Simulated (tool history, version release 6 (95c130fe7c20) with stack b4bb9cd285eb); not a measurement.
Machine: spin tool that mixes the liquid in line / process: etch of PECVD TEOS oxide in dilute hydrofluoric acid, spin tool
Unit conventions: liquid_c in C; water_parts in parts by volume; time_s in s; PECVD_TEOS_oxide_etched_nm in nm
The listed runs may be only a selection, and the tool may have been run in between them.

run    day  liquid_c  water_parts  time_s  PECVD_TEOS_oxide_etched_nm
  1      0        24           60      55                      25.162
  2  0.033        24           60      55                      25.327
  3  0.362        24           50      55                      30.632
  4  0.608        24           50      60                       33.18
  5  0.883        24           50      55                      30.829
  6  1.058        24           30      55                      52.282
  7  1.233        23           35      55                       42.65
  8  1.375        22           40      55                      35.951
  9  1.467        21           40      55                      34.423

For run 10, what comes out?
 10  1.608      20.5           40      55                           ?

PECVD_TEOS_oxide_etched_nm: 33.752 nm
